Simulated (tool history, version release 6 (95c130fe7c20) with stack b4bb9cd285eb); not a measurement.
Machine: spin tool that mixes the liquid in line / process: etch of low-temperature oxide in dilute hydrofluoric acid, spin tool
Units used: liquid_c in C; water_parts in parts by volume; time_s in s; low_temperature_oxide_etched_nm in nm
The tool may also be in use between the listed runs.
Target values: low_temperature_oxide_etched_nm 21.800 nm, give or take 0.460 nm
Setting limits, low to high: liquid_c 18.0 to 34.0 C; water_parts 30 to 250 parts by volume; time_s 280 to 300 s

run  hour  liquid_c  water_parts  time_s  low_temperature_oxide_etched_nm
  1   0.0      26.0          140     280                           41.994
  2   5.6      26.0          140     280                           41.624
  3  12.3      24.5          150     280                           36.284
  4  20.9      23.5          155     280                           33.727
  5  21.6      22.5          160     280                           31.165
  6  23.1      22.5          160     300                           33.848
  7  28.3      21.5          165     300                           31.166
  8  34.7      21.0          170     300                           29.326
  9  37.8      20.5          175     300                           28.071
 10  45.3      20.0          180     300                           26.375
 11  47.9      19.5          185     300                           25.068
 12  50.7      19.0          185     300                           24.415
 13  51.5      18.0          195     300                           22.436

5 next moves are on the table. One of them brings every result within its allowed miss. Which?
  A  52.3      19.0          185     280                                ?
  B  52.3      18.0          205     295                                ?
  C  52.3      18.0          190     300                                ?
  D  52.3      18.0          200     300                                ?
  E  52.3      18.5          200     280                                ?

move  low_temperature_oxide_etched_nm
   A                           22.986
   B                           20.612
   C                           22.955
   D                           21.592
   E                           20.543
A: misses by more than the last run did
B: takes the result that was furthest off past its target
C: misses by more than the last run did
D: in spec on every target
E: takes the result that was furthest off past its target
The move that meets every target is D.
